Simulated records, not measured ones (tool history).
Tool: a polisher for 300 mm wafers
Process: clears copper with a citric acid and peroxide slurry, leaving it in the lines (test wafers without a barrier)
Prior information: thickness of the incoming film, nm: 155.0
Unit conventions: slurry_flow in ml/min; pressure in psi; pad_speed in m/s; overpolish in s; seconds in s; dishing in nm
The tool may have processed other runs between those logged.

| run | hour | slurry_flow | pressure | pad_speed | slurry_solids | overpolish | seconds | dishing |
|---|---|---|---|---|---|---|---|---|
| 1 | 0.0 | 240 | 2.2 | 1.06 | 1.0 | 23 | 80.077 | 34.643 |
| 2 | 2.9 | 240 | 2.2 | 1.32 | 1.0 | 23 | 66.669 | 40.014 |
| 3 | 6.6 | 240 | 2.5 | 1.34 | 1.0 | 23 | 58.321 | 47.022 |
| 4 | 9.4 | 240 | 2.5 | 1.16 | 1.0 | 23 | 65.562 | 41.046 |
| 5 | 14.6 | 240 | 2.5 | 1.16 | 1.0 | 18 | 65.058 | 33.139 |
| 6 | 18.0 | 240 | 2.5 | 1.30 | 1.0 | 18 | 57.527 | 36.585 |
| 7 | 25.8 | 240 | 2.7 | 1.30 | 1.0 | 19 | 52.526 | 41.549 |
| 8 | 27.6 | 240 | 2.9 | 1.30 | 1.0 | 20 | 51.596 | 46.024 |

The next listed run, before its measurement:
| 9 | 33.8 | 240 | 3.1 | 1.32 | 1.0 | 20 | ? | ? |

seconds: 47.254 s
dishing: 50.001 nm
